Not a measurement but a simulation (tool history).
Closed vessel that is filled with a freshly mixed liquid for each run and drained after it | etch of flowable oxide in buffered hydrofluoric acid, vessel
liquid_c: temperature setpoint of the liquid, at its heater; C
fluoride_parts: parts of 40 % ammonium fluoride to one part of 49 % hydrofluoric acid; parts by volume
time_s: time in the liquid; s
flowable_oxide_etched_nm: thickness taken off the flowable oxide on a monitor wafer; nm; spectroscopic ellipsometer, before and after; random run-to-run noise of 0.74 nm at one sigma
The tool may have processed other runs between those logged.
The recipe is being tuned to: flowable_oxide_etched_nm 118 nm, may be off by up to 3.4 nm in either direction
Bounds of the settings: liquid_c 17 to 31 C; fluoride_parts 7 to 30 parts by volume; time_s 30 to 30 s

{"run": 1, "day": 0.0, "liquid_c": 23, "fluoride_parts": 19, "time_s": 30, "flowable_oxide_etched_nm": 44.142}
{"run": 2, "day": 0.062, "liquid_c": 23, "fluoride_parts": 21, "time_s": 30, "flowable_oxide_etched_nm": 40.83}
{"run": 3, "day": 0.333, "liquid_c": 23, "fluoride_parts": 21, "time_s": 30, "flowable_oxide_etched_nm": 40.973}
{"run": 4, "day": 0.396, "liquid_c": 23, "fluoride_parts": 16, "time_s": 30, "flowable_oxide_etched_nm": 52.343}
{"run": 5, "day": 0.517, "liquid_c": 25.5, "fluoride_parts": 13.5, "time_s": 30, "flowable_oxide_etched_nm": 71.541}
{"run": 6, "day": 0.829, "liquid_c": 27.5, "fluoride_parts": 12.5, "time_s": 30, "flowable_oxide_etched_nm": 85.334}
{"run": 7, "day": 0.983, "liquid_c": 28.5, "fluoride_parts": 12, "time_s": 30, "flowable_oxide_etched_nm": 94.566}
{"run": 8, "day": 1.192, "liquid_c": 29.5, "fluoride_parts": 11.5, "time_s": 30, "flowable_oxide_etched_nm": 102.02}

4 next moves are on the table. One of them brings every result within its allowed miss. Which?
{"run": "A", "day": 1.4, "liquid_c": 30.5, "fluoride_parts": 11.5, "time_s": 30, "flowable_oxide_etched_nm": "?"}
{"run": "B", "day": 1.4, "liquid_c": 28.5, "fluoride_parts": 9, "time_s": 30, "flowable_oxide_etched_nm": "?"}
{"run": "C", "day": 1.4, "liquid_c": 29, "fluoride_parts": 8.5, "time_s": 30, "flowable_oxide_etched_nm": "?"}
{"run": "D", "day": 1.4, "liquid_c": 30.5, "fluoride_parts": 11, "time_s": 30, "flowable_oxide_etched_nm": "?"}

move=A flowable_oxide_etched_nm=107.36
move=B flowable_oxide_etched_nm=118.28
move=C flowable_oxide_etched_nm=129.21
move=D flowable_oxide_etched_nm=112.11
A: closer than the last run, but not yet in spec
B: meets every target
C: carries the result that was furthest off beyond its target, to the other side
D: closer than the last run, but not yet in spec
So the answer is move B, the one that meets all the targets.
